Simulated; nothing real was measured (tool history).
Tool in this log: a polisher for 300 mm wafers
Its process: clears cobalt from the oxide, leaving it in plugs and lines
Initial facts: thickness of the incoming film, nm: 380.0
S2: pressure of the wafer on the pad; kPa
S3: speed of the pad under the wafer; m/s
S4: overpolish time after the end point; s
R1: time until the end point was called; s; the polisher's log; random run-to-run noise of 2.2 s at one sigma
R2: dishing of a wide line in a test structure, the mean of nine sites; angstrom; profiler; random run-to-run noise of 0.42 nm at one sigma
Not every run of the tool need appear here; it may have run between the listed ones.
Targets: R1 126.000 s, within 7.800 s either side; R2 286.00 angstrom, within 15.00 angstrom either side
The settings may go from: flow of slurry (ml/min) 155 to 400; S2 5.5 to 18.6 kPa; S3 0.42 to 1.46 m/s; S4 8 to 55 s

{"run": 1, "hour": 0.0, "flow of slurry (ml/min)": 255, "S2": 11.7, "S3": 0.94, "S4": 28, "R1": 74.695, "R2": 322.5}
{"run": 2, "hour": 3.7, "flow of slurry (ml/min)": 255, "S2": 10.3, "S3": 0.94, "S4": 28, "R1": 86.041, "R2": 315.91}
{"run": 3, "hour": 6.3, "flow of slurry (ml/min)": 255, "S2": 9.0, "S3": 0.94, "S4": 28, "R1": 98.608, "R2": 302.94}
{"run": 4, "hour": 14.9, "flow of slurry (ml/min)": 255, "S2": 7.6, "S3": 0.92, "S4": 28, "R1": 118.13, "R2": 295.36}
{"run": 5, "hour": 18.9, "flow of slurry (ml/min)": 255, "S2": 7.6, "S3": 0.92, "S4": 27, "R1": 116.28, "R2": 293.93}
{"hour": 25.6, "done": "slurry nozzle cleaned"}
{"run": 6, "hour": 25.6, "flow of slurry (ml/min)": 255, "S2": 7.6, "S3": 1.02, "S4": 27, "R1": 103.11, "R2": 305.6}
{"run": 7, "hour": 26.4, "flow of slurry (ml/min)": 255, "S2": 5.5, "S3": 0.98, "S4": 17, "R1": 149.58, "R2": 216.42}
{"run": 8, "hour": 31.7, "flow of slurry (ml/min)": 255, "S2": 5.5, "S3": 0.98, "S4": 19, "R1": 147.04, "R2": 228.68}
{"run": 9, "hour": 40.1, "flow of slurry (ml/min)": 255, "S2": 6.9, "S3": 1.0, "S4": 33, "R1": 115.78, "R2": 299.97}

Which one of the following 5 next-run settings gets every result inside its allowed miss? There is exactly one.
{"run": "A", "hour": 48.5, "flow of slurry (ml/min)": 270, "S2": 6.2, "S3": 1.04, "S4": 27, "R1": "?", "R2": "?"}
{"run": "B", "hour": 48.5, "flow of slurry (ml/min)": 230, "S2": 6.9, "S3": 1.06, "S4": 16, "R1": "?", "R2": "?"}
{"run": "C", "hour": 48.5, "flow of slurry (ml/min)": 260, "S2": 6.9, "S3": 1.08, "S4": 24, "R1": "?", "R2": "?"}
{"run": "D", "hour": 48.5, "flow of slurry (ml/min)": 245, "S2": 7.6, "S3": 1.02, "S4": 16, "R1": "?", "R2": "?"}
{"run": "E", "hour": 48.5, "flow of slurry (ml/min)": 235, "S2": 7.6, "S3": 1.1, "S4": 21, "R1": "?", "R2": "?"}

move=A R1=124.280 R2=287.88
move=B R1=111.880 R2=242.21
move=C R1=109.020 R2=288.28
move=D R1=105.270 R2=249.16
move=E R1=98.656 R2=284.59
A: meets every target
B: moves away from the targets compared with the last run
C: moves away from the targets compared with the last run
D: moves away from the targets compared with the last run
E: moves away from the targets compared with the last run
Answer: A

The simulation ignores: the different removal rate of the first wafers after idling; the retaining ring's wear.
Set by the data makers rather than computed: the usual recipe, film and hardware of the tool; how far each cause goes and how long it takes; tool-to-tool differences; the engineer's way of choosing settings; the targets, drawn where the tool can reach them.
